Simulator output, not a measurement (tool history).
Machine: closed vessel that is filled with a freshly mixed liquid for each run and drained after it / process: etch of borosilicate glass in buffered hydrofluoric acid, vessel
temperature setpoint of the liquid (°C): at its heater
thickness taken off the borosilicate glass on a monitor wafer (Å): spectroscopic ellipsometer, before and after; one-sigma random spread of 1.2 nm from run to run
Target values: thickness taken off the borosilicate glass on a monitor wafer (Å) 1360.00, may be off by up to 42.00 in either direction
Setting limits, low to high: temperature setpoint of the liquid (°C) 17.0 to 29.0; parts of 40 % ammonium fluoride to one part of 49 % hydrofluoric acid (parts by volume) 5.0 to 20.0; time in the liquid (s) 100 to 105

run	hour	temperature setpoint of the liquid (°C)	parts of 40 % ammonium fluoride to one part of 49 % hydrofluoric acid (parts by volume)	time in the liquid (s)	thickness taken off the borosilicate glass on a monitor wafer (Å)
1	0.0	21.0	12.0	100	861.90
2	0.8	22.5	12.0	100	939.62
3	5.3	24.0	12.0	100	1029.60
4	6.2	20.5	12.0	100	839.28
5	13.5	22.0	12.0	100	900.24
6	16.4	23.5	12.0	100	987.47
7	19.4	24.5	12.0	100	1045.60
8	27.6	25.5	12.0	100	1090.20
9	31.7	26.0	12.0	100	1130.40
10	35.4	26.0	12.0	100	1107.30
11	36.2	26.5	12.0	100	1164.10
12	45.1	27.0	12.0	100	1195.00
13	49.4	27.5	12.0	100	1226.10
14	53.7	28.0	12.0	100	1272.80
15	62.5	28.5	12.0	100	1310.80

Exercise: of the 4 proposed moves below, exactly one satisfies all targets within the stated allowed misses. Which move is it?
A	71.3	27.5	12.0	100	?
B	71.3	28.5	13.5	105	?
C	71.3	29.0	11.5	105	?
D	71.3	27.0	10.5	100	?

move	thickness taken off the borosilicate glass on a monitor wafer (Å)
A	1207.50
B	1189.50
C	1429.90
D	1341.60
A: lands further from the targets than the last run did
B: lands further from the targets than the last run did
C: takes the biggest miss from the last run beyond its target
D: every result within its allowed miss
Correct choice: D, which meets every target

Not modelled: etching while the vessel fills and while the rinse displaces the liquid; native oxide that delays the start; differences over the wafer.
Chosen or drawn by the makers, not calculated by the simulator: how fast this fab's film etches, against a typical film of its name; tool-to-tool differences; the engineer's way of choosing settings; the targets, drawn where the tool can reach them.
